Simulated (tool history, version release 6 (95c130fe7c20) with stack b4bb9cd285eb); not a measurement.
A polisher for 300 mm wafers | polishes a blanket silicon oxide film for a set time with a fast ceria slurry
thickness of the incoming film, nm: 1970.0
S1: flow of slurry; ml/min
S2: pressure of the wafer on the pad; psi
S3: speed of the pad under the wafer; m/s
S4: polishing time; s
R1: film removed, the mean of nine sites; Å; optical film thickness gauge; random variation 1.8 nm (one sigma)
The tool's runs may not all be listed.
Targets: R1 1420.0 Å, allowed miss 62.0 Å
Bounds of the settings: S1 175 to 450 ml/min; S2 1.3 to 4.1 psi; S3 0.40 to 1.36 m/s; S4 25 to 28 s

| run | hour | S1 | S2 | S3 | S4 | R1 |
|---|---|---|---|---|---|---|
| 1 | 0.0 | 290 | 2.7 | 0.88 | 28 | 3243.6 |
| 2 | 2.6 | 290 | 2.4 | 0.82 | 28 | 2772.8 |
| 3 | 7.7 | 225 | 2.4 | 0.82 | 28 | 2686.2 |
| 4 | 8.5 | 225 | 2.1 | 0.76 | 28 | 2185.5 |
| 5 | 9.8 | 225 | 2.6 | 0.76 | 28 | 2728.7 |
| 6 | 16.1 | 225 | 2.6 | 0.76 | 25 | 2453.2 |
| 7 | 24.9 | 225 | 2.3 | 0.74 | 25 | 2086.4 |
| 8 | 30.5 | 225 | 2.1 | 0.74 | 25 | 1926.3 |
| 9 | 39.4 | 225 | 1.9 | 0.74 | 25 | 1783.0 |
| 10 | 46.1 | 225 | 1.8 | 0.74 | 25 | 1702.6 |
| 11 | 49.3 | 225 | 1.7 | 0.74 | 25 | 1576.7 |
| 12 | 53.8 | 225 | 1.6 | 0.74 | 25 | 1525.0 |

Which of these 5 next moves meets every target?
| A | 58.3 | 300 | 1.5 | 0.72 | 28 | ? |
| B | 58.3 | 195 | 1.7 | 0.76 | 25 | ? |
| C | 58.3 | 245 | 1.8 | 0.70 | 27 | ? |
| D | 58.3 | 175 | 1.3 | 0.86 | 26 | ? |
| E | 58.3 | 250 | 2.0 | 0.56 | 26 | ? |

| move | R1 |
|---|---|
| A | 1599.1 |
| B | 1613.3 |
| C | 1759.2 |
| D | 1427.7 |
| E | 1564.5 |
A: further off than the last run
B: further off than the last run
C: further off than the last run
D: meets every target
E: further off than the last run
The right move is D.

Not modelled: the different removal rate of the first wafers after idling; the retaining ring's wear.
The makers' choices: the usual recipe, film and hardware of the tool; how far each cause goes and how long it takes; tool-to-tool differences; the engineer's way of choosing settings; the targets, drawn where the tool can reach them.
